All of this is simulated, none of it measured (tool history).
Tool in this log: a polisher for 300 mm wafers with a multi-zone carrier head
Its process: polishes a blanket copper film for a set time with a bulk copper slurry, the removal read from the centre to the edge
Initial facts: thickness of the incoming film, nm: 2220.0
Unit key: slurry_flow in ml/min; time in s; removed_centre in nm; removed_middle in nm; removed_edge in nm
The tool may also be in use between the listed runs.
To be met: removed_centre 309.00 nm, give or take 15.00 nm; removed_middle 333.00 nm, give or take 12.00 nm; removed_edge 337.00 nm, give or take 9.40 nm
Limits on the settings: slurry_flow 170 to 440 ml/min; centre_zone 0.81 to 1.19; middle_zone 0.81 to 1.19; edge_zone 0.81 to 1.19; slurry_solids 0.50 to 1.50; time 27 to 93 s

Run 1, hour 0.0: slurry_flow 280 ml/min, centre_zone 1.00, middle_zone 1.00, edge_zone 1.00, slurry_solids 1.00, time 59 s. Result: removed_centre 231.67 nm, removed_middle 224.24 nm, removed_edge 232.11 nm.
Run 2, hour 8.6: slurry_flow 285 ml/min, centre_zone 1.00, middle_zone 1.02, edge_zone 1.02, slurry_solids 1.10, time 61 s. Result: removed_centre 250.66 nm, removed_middle 240.05 nm, removed_edge 248.78 nm.
Run 3, hour 15.2: slurry_flow 285 ml/min, centre_zone 0.99, middle_zone 1.04, edge_zone 1.04, slurry_solids 1.15, time 62 s. Result: removed_centre 255.35 nm, removed_middle 253.14 nm, removed_edge 261.87 nm.
Run 4, hour 16.2: slurry_flow 235 ml/min, centre_zone 0.99, middle_zone 1.04, edge_zone 1.04, slurry_solids 1.15, time 62 s. Result: removed_centre 246.52 nm, removed_middle 250.91 nm, removed_edge 256.56 nm.
Run 5, hour 25.1: slurry_flow 240 ml/min, centre_zone 0.99, middle_zone 1.06, edge_zone 1.06, slurry_solids 1.20, time 63 s. Result: removed_centre 245.81 nm, removed_middle 258.96 nm, removed_edge 263.90 nm.
Run 6, hour 31.6: slurry_flow 240 ml/min, centre_zone 0.99, middle_zone 1.06, edge_zone 1.06, slurry_solids 1.20, time 52 s. Result: removed_centre 214.41 nm, removed_middle 211.07 nm, removed_edge 220.09 nm.
Run 7, hour 35.2: slurry_flow 250 ml/min, centre_zone 0.99, middle_zone 1.07, edge_zone 1.08, slurry_solids 1.25, time 55 s. Result: removed_centre 227.29 nm, removed_middle 230.52 nm, removed_edge 240.40 nm.
Run 8, hour 38.9: slurry_flow 325 ml/min, centre_zone 1.08, middle_zone 1.17, edge_zone 1.18, slurry_solids 1.50, time 67 s. Result: removed_centre 327.54 nm, removed_middle 327.40 nm, removed_edge 324.83 nm.
Run 9, hour 44.1: slurry_flow 325 ml/min, centre_zone 1.07, middle_zone 1.17, edge_zone 1.18, slurry_solids 1.50, time 67 s. Result: removed_centre 316.91 nm, removed_middle 330.90 nm, removed_edge 323.54 nm.
Run 10, hour 52.0: slurry_flow 325 ml/min, centre_zone 1.06, middle_zone 1.16, edge_zone 1.18, slurry_solids 1.50, time 67 s. Result: removed_centre 317.42 nm, removed_middle 323.58 nm, removed_edge 322.64 nm.
Run 11, hour 57.5: slurry_flow 325 ml/min, centre_zone 1.05, middle_zone 1.16, edge_zone 1.18, slurry_solids 1.50, time 67 s. Result: removed_centre 317.39 nm, removed_middle 323.75 nm, removed_edge 322.09 nm.

Pick the move, out of 4, that brings all results within their allowed miss; only one does.
Run A, hour 63.0: slurry_flow 380 ml/min, centre_zone 0.99, middle_zone 1.16, edge_zone 1.19, slurry_solids 1.30, time 71 s. Result: removed_centre ?, removed_middle ?, removed_edge ?.
Run B, hour 63.0: slurry_flow 270 ml/min, centre_zone 1.00, middle_zone 1.04, edge_zone 1.19, slurry_solids 1.40, time 73 s. Result: removed_centre ?, removed_middle ?, removed_edge ?.
Run C, hour 63.0: slurry_flow 400 ml/min, centre_zone 1.01, middle_zone 1.19, edge_zone 1.13, slurry_solids 1.50, time 67 s. Result: removed_centre ?, removed_middle ?, removed_edge ?.
Run D, hour 63.0: slurry_flow 335 ml/min, centre_zone 1.07, middle_zone 1.17, edge_zone 1.19, slurry_solids 1.50, time 69 s. Result: removed_centre ?, removed_middle ?, removed_edge ?.

move  removed_centre  removed_middle  removed_edge
   A          308.35          328.12        339.53
   B          315.92          308.15        348.54
   C          309.67          329.01        324.76
   D          332.94          329.88        340.05
A: hits every target within its allowed miss
B: takes the biggest miss from the last run beyond its target
C: nearer than the last run, and not there yet
D: brings the last run's worst result on target, with another outside its allowed miss
A meets every target.
